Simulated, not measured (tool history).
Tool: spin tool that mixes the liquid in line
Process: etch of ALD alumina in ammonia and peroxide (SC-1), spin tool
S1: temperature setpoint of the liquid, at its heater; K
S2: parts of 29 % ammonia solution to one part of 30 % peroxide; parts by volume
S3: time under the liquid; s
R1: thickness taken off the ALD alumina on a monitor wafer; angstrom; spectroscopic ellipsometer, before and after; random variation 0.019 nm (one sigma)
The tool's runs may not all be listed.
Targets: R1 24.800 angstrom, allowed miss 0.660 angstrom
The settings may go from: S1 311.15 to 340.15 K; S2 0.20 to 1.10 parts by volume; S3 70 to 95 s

run	hour	S1	S2	S3	R1
1	0.0	324.15	0.60	95	39.629
2	4.2	321.65	0.60	95	34.868
3	5.4	317.65	0.60	95	27.823
4	13.9	317.65	0.60	70	20.624
5	20.9	318.15	0.60	70	20.811
# hour 26.8: ammonia flow meter replaced
6	26.8	318.65	0.60	70	21.730
7	32.8	319.15	0.60	70	22.817
8	33.7	319.65	0.60	70	23.370

5 next moves are on the table. One of them brings every result within its allowed miss. Which?
A	34.6	319.15	0.85	70	?
B	34.6	319.65	0.30	80	?
C	34.6	315.65	0.50	85	?
D	34.6	317.65	0.55	75	?
E	34.6	319.15	0.70	70	?

move	R1
A	23.205
B	24.701
C	21.921
D	21.902
E	22.779
A: further off than the last run
B: meets every target
C: further off than the last run
D: further off than the last run
E: further off than the last run
Move B is the one to make.

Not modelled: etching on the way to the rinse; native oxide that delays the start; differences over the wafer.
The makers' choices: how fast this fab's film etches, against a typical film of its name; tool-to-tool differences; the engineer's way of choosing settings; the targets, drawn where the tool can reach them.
